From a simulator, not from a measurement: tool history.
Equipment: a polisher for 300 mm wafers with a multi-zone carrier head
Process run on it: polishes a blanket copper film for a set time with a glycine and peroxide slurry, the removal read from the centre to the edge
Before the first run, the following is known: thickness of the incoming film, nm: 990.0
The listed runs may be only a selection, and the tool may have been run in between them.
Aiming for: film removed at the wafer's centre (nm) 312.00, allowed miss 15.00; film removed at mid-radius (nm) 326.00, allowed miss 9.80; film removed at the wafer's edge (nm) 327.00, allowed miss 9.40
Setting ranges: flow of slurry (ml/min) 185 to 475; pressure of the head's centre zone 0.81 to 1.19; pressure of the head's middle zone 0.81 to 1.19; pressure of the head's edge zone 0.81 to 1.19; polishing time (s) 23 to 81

| run | hour | flow of slurry (ml/min) | pressure of the head's centre zone | pressure of the head's middle zone | pressure of the head's edge zone | polishing time (s) | film removed at the wafer's centre (nm) | film removed at mid-radius (nm) | film removed at the wafer's edge (nm) |
|---|---|---|---|---|---|---|---|---|---|
| 1 | 0.0 | 305 | 1.00 | 1.00 | 1.00 | 52 | 383.46 | 387.08 | 386.71 |
| 2 | 8.6 | 305 | 1.00 | 1.00 | 1.00 | 61 | 455.96 | 452.02 | 450.55 |
| 3 | 13.1 | 300 | 0.97 | 0.98 | 0.96 | 57 | 409.95 | 418.04 | 414.37 |
| 4 | 18.2 | 295 | 0.95 | 0.96 | 0.94 | 54 | 375.75 | 386.11 | 386.04 |
| 5 | 19.8 | 295 | 0.98 | 0.96 | 0.94 | 54 | 394.42 | 385.44 | 388.64 |
| 6 | 25.3 | 295 | 0.98 | 0.96 | 0.90 | 54 | 386.75 | 387.81 | 381.04 |
| 7 | 31.1 | 290 | 0.96 | 0.94 | 0.88 | 52 | 357.49 | 366.60 | 360.54 |
| 8 | 36.1 | 285 | 0.95 | 0.92 | 0.86 | 51 | 358.70 | 351.73 | 350.17 |
| 9 | 42.0 | 280 | 0.92 | 0.91 | 0.85 | 50 | 345.19 | 339.25 | 339.34 |
| 10 | 47.2 | 275 | 0.89 | 0.91 | 0.85 | 50 | 318.85 | 343.15 | 341.67 |
| 11 | 55.9 | 270 | 0.89 | 0.90 | 0.84 | 50 | 318.77 | 338.62 | 342.18 |
| 12 | 61.8 | 270 | 0.89 | 0.90 | 0.83 | 50 | 323.25 | 338.71 | 337.41 |

Next run, 5 choices. One meets every target within its allowed miss, the rest don't. Which?
| A | 67.7 | 275 | 1.01 | 1.02 | 0.81 | 48 | ? | ? | ? |
| B | 67.7 | 205 | 0.95 | 0.95 | 0.81 | 51 | ? | ? | ? |
| C | 67.7 | 280 | 0.91 | 0.92 | 0.88 | 47 | ? | ? | ? |
| D | 67.7 | 275 | 0.91 | 0.93 | 0.81 | 50 | ? | ? | ? |
| E | 67.7 | 255 | 0.85 | 0.83 | 0.87 | 48 | ? | ? | ? |

| move | film removed at the wafer's centre (nm) | film removed at mid-radius (nm) | film removed at the wafer's edge (nm) |
|---|---|---|---|
| A | 353.06 | 359.17 | 319.58 |
| B | 336.33 | 345.74 | 329.20 |
| C | 311.75 | 324.84 | 325.62 |
| D | 330.89 | 347.81 | 333.27 |
| E | 293.25 | 302.80 | 328.29 |
A: further off than the last run
B: further off than the last run
C: meets every target
D: further off than the last run
E: takes the result that was furthest off past its target
The move that meets every target is C.

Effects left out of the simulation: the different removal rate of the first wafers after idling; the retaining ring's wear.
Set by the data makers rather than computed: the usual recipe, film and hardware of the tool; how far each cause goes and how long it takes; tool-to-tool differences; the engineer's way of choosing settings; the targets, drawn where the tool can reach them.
